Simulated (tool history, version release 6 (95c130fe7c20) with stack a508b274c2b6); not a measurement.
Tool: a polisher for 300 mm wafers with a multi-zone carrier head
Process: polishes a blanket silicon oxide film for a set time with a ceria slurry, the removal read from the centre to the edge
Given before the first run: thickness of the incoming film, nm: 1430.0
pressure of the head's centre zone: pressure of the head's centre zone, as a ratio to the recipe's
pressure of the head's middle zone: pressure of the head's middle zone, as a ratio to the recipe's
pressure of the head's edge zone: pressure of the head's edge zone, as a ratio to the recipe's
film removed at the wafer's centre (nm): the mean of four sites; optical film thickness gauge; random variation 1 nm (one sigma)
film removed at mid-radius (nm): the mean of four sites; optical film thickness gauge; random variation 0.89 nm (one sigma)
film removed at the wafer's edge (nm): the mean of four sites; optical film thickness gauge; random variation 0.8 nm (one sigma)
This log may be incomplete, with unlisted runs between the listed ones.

run  hour  flow of slurry (ml/min)  pressure of the head's centre zone  pressure of the head's middle zone  pressure of the head's edge zone  polishing time (s)  film removed at the wafer's centre (nm)  film removed at mid-radius (nm)  film removed at the wafer's edge (nm)
  1   0.0                      280                                1.00                                1.00                              1.00                  37                                  100.240                          104.210                                100.810
  2   4.8                      280                                1.00                                1.00                              1.00                  32                                   89.971                           88.468                                 87.814
  3  10.0                      280                                1.00                                1.00                              0.98                  32                                   87.861                           90.219                                 87.576
  4  17.4                      280                                1.05                                1.00                              0.98                  32                                   93.014                           90.427                                 86.864
  5  19.1                      280                                1.05                                1.00                              0.98                  23                                   66.285                           65.682                                 63.819
  6  24.9                      280                                1.05                                1.00                              0.93                  23                                   66.697                           65.579                                 62.530
  7  33.1                      285                                1.06                                1.01                              0.95                  24                                   70.750                           68.419                                 65.498
  8  34.6                      290                                1.07                                1.02                              0.97                  24                                   72.916                           67.896                                 66.090
  9  42.9                      290                                1.06                                1.03                              0.97                  25                                   73.901                           72.516                                 68.293
 10  50.5                      295                                1.06                                1.04                              0.99                  25                                   74.670                           71.697                                 68.281
 11  52.5                      295                                1.06                                1.04                              0.99                  25                                   74.063                           72.471                                 68.436
 12  55.0                      295                                1.06                                1.04                              1.00                  26                                   76.400                           76.870                                 71.928

The next listed run, before its measurement:
 13  62.8                      300                                1.07                                1.04                              1.01                  26                                        ?                                ?                                      ?

film removed at the wafer's centre (nm): 77.410
film removed at mid-radius (nm): 76.207
film removed at the wafer's edge (nm): 72.715
